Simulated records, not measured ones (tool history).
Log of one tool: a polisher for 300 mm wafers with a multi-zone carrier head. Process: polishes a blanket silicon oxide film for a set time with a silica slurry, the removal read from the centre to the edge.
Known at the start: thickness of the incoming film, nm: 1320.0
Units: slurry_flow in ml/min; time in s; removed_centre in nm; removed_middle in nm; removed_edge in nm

run  hour  slurry_flow  centre_zone  middle_zone  edge_zone  slurry_solids  time  removed_centre  removed_middle  removed_edge
  1     0          215            1            1          1              1    90           375.1          364.78        366.71
  2   8.2          215            1            1          1              1   101          416.85          405.19        414.33
  3  10.4          215         0.98         1.01       0.96           0.85    98          367.84          373.04        372.38
  4    19          160         0.98         1.01       0.96           0.85    98           366.9          360.65        362.51
  5  22.5          160         0.98         1.01       0.96           0.85    77          280.46          291.15        285.75
  6  28.4          200         0.98         1.01       0.96           0.85    77           291.4          295.65        292.06
  7  36.8          195         0.98         1.03       0.93           0.85    77          290.83          295.67        285.64

Run 8 comes next. What will it give?
  8  41.4          190         0.97         1.05       0.92           0.85    77               ?               ?             ?

{"run 8": {"removed_centre": 280.01, "removed_middle": 292.18, "removed_edge": 282.74}}
